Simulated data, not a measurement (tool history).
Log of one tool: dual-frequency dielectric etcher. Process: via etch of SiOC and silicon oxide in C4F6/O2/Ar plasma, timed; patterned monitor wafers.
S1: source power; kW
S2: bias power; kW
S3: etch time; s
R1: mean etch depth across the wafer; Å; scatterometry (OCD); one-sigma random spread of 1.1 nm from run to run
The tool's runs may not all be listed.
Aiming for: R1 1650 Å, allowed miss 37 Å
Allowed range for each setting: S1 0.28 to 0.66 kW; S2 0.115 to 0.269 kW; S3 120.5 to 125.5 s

Run 1, day 0: S1 0.47 kW, S2 0.192 kW, S3 120.5 s. Result: R1 1488.1 Å.
Run 2, day 0.262: S1 0.47 kW, S2 0.192 kW, S3 125.5 s. Result: R1 1564.8 Å.
Run 3, day 0.596: S1 0.49 kW, S2 0.194 kW, S3 125.5 s. Result: R1 1581.6 Å.
Run 4, day 0.742: S1 0.49 kW, S2 0.17 kW, S3 125.5 s. Result: R1 1550.6 Å.
Run 5, day 1.079: S1 0.43 kW, S2 0.17 kW, S3 125.5 s. Result: R1 1448.8 Å.
Run 6, day 1.35: S1 0.46 kW, S2 0.173 kW, S3 125.5 s. Result: R1 1508.6 Å.
Run 7, day 1.608: S1 0.48 kW, S2 0.176 kW, S3 125.5 s. Result: R1 1536.3 Å.
Run 8, day 1.9: S1 0.5 kW, S2 0.178 kW, S3 125.5 s. Result: R1 1566.9 Å.

Next run, 4 choices. One meets every target within its allowed miss, the rest don't. Which?
Run A, day 2.192: S1 0.5 kW, S2 0.17 kW, S3 125.5 s. Result: R1 ?.
Run B, day 2.192: S1 0.55 kW, S2 0.14 kW, S3 122 s. Result: R1 ?.
Run C, day 2.192: S1 0.55 kW, S2 0.163 kW, S3 122 s. Result: R1 ?.
Run D, day 2.192: S1 0.56 kW, S2 0.181 kW, S3 125.5 s. Result: R1 ?.

move      R1
   A  1552.4
   B    1510
   C  1561.2
   D  1658.8
A: further off than the last run
B: further off than the last run
C: further off than the last run
D: in spec on every target
Answer: D
